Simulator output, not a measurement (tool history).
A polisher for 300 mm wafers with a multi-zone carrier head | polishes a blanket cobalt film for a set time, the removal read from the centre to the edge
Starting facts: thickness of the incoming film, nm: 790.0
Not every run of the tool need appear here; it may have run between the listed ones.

run,day,flow of slurry (ml/min),pressure of the head's centre zone,pressure of the head's middle zone,pressure of the head's edge zone,polishing time (s),film removed at the wafer's centre (nm),film removed at mid-radius (nm),film removed at the wafer's edge (nm)
1,0,135,1,1,1,36,268.17,269.13,263.07
2,0.279,135,1,1,0.96,36,262.77,273.75,260.28
3,0.329,135,1,1,0.96,27,203.76,201.99,195.93
4,0.5,135,1,1.06,0.96,27,202.17,212.12,196.68
5,0.646,135,1,1.1,0.96,27,207.29,220.81,195.6
6,0.962,165,1,1.1,0.96,27,211.88,231.18,201.72
7,1.329,165,1.02,1.07,1.01,30,236.21,246.05,225.79

What does the tool deliver on the next run?
8,1.508,165,1.03,1.05,1.05,33,?,?,?

Run 8 measured film removed at the wafer's centre (nm) 271.89, film removed at mid-radius (nm) 267.95, film removed at the wafer's edge (nm) 258.17.

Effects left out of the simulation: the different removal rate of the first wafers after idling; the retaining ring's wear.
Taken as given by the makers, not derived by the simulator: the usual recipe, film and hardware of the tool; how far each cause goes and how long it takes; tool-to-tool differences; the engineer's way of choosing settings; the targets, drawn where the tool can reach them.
